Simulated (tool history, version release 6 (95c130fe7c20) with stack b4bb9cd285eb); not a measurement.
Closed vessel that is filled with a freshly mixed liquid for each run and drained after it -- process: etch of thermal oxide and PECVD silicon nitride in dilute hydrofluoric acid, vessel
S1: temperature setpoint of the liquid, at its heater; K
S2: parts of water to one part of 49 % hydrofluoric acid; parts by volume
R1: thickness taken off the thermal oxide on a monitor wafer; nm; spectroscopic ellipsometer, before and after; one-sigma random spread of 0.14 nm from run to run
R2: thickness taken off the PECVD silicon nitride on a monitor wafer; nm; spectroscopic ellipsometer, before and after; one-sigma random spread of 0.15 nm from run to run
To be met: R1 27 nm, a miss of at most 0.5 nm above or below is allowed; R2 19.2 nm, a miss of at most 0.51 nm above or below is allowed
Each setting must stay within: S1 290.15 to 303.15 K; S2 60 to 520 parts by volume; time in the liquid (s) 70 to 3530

{"run": 1, "hour": 0.0, "S1": 295.15, "S2": 290, "time in the liquid (s)": 1800, "R1": 21.975, "R2": 17.141}
{"run": 2, "hour": 8.0, "S1": 295.15, "S2": 270, "time in the liquid (s)": 1760, "R1": 23.589, "R2": 17.814}
{"run": 3, "hour": 9.3, "S1": 295.15, "S2": 255, "time in the liquid (s)": 1730, "R1": 24.748, "R2": 18.582}
{"run": 4, "hour": 17.8, "S1": 298.65, "S2": 255, "time in the liquid (s)": 1730, "R1": 27.94, "R2": 23.195}
{"run": 5, "hour": 18.7, "S1": 298.65, "S2": 255, "time in the liquid (s)": 2375, "R1": 38.531, "R2": 32.048}
{"run": 6, "hour": 20.5, "S1": 296.65, "S2": 265, "time in the liquid (s)": 2390, "R1": 34.476, "R2": 26.95}
{"run": 7, "hour": 24.5, "S1": 292.65, "S2": 300, "time in the liquid (s)": 2450, "R1": 25.872, "R2": 19.236}
{"run": 8, "hour": 30.7, "S1": 292.65, "S2": 295, "time in the liquid (s)": 2430, "R1": 26.375, "R2": 19.453}

Which one of the following 4 next-run settings gets every result inside its allowed miss? There is exactly one.
{"run": "A", "hour": 36.9, "S1": 292.15, "S2": 325, "time in the liquid (s)": 2755, "R1": "?", "R2": "?"}
{"run": "B", "hour": 36.9, "S1": 294.65, "S2": 330, "time in the liquid (s)": 2410, "R1": "?", "R2": "?"}
{"run": "C", "hour": 36.9, "S1": 291.65, "S2": 290, "time in the liquid (s)": 2515, "R1": "?", "R2": "?"}
{"run": "D", "hour": 36.9, "S1": 293.65, "S2": 325, "time in the liquid (s)": 2555, "R1": "?", "R2": "?"}

move=A R1=25.828 R2=19.437
move=B R1=24.3 R2=19.679
move=C R1=26.682 R2=19.125
move=D R1=25.327 R2=19.862
A: its largest miss is bigger than the last run's
B: its largest miss is bigger than the last run's
C: in spec on every target
D: its largest miss is bigger than the last run's
The right move is C.
